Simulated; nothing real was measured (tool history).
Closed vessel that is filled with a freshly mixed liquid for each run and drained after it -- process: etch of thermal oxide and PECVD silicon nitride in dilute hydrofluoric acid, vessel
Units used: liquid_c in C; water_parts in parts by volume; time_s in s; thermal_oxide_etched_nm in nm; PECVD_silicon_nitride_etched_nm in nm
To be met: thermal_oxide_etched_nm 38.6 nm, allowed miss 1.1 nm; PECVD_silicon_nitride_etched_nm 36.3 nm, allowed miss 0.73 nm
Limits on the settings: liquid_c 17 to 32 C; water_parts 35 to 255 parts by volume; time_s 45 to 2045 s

run	hour	liquid_c	water_parts	time_s	thermal_oxide_etched_nm	PECVD_silicon_nitride_etched_nm
1	0	24	145	1045	32.278	31.211
2	7.8	24	145	1305	40.078	39.11
3	15.6	24	145	1635	49.818	48.336
4	21.3	23.5	150	1645	47.587	45.962
5	29	20.5	150	1645	42.451	38.074
6	31.5	20.5	150	1835	47.687	42.073
7	35.9	20.5	155	1850	46.045	41.058
8	44.8	20.5	155	1850	45.711	41.615
9	54.2	20.5	160	1865	44.636	40.505
10	63	20.5	165	1880	43.492	39.721
11	67	20.5	170	1890	41.793	38.328
12	68.2	20.5	170	1895	42.306	38.005
13	71.8	20.5	175	1895	40.599	37.524
14	77.6	20.5	175	1900	40.755	37.702

Exercise: of the 5 proposed moves below, exactly one satisfies all targets within the stated allowed misses. Which move is it?
A	83.4	20	170	1750	?	?
B	83.4	21.5	190	2015	?	?
C	83.4	24.5	225	1955	?	?
D	83.4	23.5	225	2035	?	?
E	83.4	21	180	1835	?	?

move	thermal_oxide_etched_nm	PECVD_silicon_nitride_etched_nm
A	38.259	34.415
B	40.93	39.23
C	36.149	39.001
D	36.284	38.132
E	38.994	36.456
A: corrects the largest miss of the last run, while another result sits out of spec
B: its largest miss is bigger than the last run's
C: takes the biggest miss from the last run beyond its target
D: takes the biggest miss from the last run beyond its target
E: every result within its allowed miss
E is the move that brings every result within its allowed miss.

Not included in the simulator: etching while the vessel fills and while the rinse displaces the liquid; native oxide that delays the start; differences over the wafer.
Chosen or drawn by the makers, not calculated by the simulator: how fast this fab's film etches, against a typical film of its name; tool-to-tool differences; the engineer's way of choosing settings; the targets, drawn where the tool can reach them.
